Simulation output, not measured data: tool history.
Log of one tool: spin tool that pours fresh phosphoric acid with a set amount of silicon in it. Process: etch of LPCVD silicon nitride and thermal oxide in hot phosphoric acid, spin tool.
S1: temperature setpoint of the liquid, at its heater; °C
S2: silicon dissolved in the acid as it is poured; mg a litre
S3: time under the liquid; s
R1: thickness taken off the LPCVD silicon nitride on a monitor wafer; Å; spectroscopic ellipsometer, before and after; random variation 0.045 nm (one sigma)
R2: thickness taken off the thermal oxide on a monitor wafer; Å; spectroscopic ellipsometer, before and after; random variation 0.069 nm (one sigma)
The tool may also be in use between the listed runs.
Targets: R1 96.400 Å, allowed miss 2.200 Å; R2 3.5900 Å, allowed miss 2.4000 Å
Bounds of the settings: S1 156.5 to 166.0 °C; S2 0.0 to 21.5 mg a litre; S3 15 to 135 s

{"run": 1, "hour": 0.0, "S1": 161.0, "S2": 9.5, "S3": 70, "R1": 55.398, "R2": 2.2024}
{"run": 2, "hour": 5.2, "S1": 161.0, "S2": 7.0, "S3": 70, "R1": 55.521, "R2": 1.9393}
{"run": 3, "hour": 12.4, "S1": 161.0, "S2": 7.0, "S3": 50, "R1": 39.595, "R2": 1.3211}
{"run": 4, "hour": 16.1, "S1": 161.5, "S2": 6.5, "S3": 60, "R1": 48.54, "R2": 2.4648}
{"run": 5, "hour": 19.8, "S1": 161.5, "S2": 8.0, "S3": 70, "R1": 55.983, "R2": 1.6384}
{"run": 6, "hour": 24.5, "S1": 161.5, "S2": 6.5, "S3": 75, "R1": 59.638, "R2": 2.5666}
{"run": 7, "hour": 30.4, "S1": 161.5, "S2": 6.5, "S3": 75, "R1": 60.394, "R2": 2.1455}
{"run": 8, "hour": 33.0, "S1": 162.0, "S2": 6.5, "S3": 80, "R1": 65.429, "R2": 2.0072}
{"run": 9, "hour": 40.2, "S1": 164.5, "S2": 0.5, "S3": 105, "R1": 93.614, "R2": 4.7556}
{"run": 10, "hour": 46.9, "S1": 164.5, "S2": 1.5, "S3": 105, "R1": 93.007, "R2": 4.3122}
{"run": 11, "hour": 49.6, "S1": 164.5, "S2": 2.0, "S3": 105, "R1": 92.824, "R2": 4.6096}
{"run": 12, "hour": 53.6, "S1": 164.5, "S2": 2.5, "S3": 105, "R1": 93.964, "R2": 4.8431}
{"run": 13, "hour": 56.9, "S1": 164.5, "S2": 8.5, "S3": 105, "R1": 92.76, "R2": 4.1023}
{"run": 14, "hour": 61.3, "S1": 164.0, "S2": 9.0, "S3": 105, "R1": 92.02, "R2": 3.2622}
{"run": 15, "hour": 68.0, "S1": 164.0, "S2": 8.5, "S3": 105, "R1": 91.189, "R2": 2.5512}
{"run": 16, "hour": 74.7, "S1": 164.0, "S2": 8.0, "S3": 105, "R1": 91.286, "R2": 4.3705}
{"run": 17, "hour": 75.7, "S1": 163.0, "S2": 8.5, "S3": 110, "R1": 92.971, "R2": 4.0903}
{"run": 18, "hour": 80.5, "S1": 163.0, "S2": 8.5, "S3": 110, "R1": 92.673, "R2": 3.0039}
{"hour": 83.3, "done": "thermometer replaced"}
{"run": 19, "hour": 83.3, "S1": 163.0, "S2": 8.5, "S3": 110, "R1": 88.251, "R2": 2.1891}

Which of these 5 next moves meets every target?
{"run": "A", "hour": 86.1, "S1": 164.5, "S2": 6.5, "S3": 120, "R1": "?", "R2": "?"}
{"run": "B", "hour": 86.1, "S1": 156.5, "S2": 16.0, "S3": 125, "R1": "?", "R2": "?"}
{"run": "C", "hour": 86.1, "S1": 164.5, "S2": 8.0, "S3": 120, "R1": "?", "R2": "?"}
{"run": "D", "hour": 86.1, "S1": 163.0, "S2": 9.5, "S3": 120, "R1": "?", "R2": "?"}
{"run": "E", "hour": 86.1, "S1": 163.5, "S2": 8.5, "S3": 125, "R1": "?", "R2": "?"}

move=A R1=100.560 R2=3.5216
move=B R1=80.119 R2=1.6328
move=C R1=100.560 R2=3.4127
move=D R1=95.704 R2=2.9619
move=E R1=101.360 R2=3.2703
A: takes the result that was furthest off past its target
B: further off than the last run
C: takes the result that was furthest off past its target
D: meets every target
E: takes the result that was furthest off past its target
Answer: D
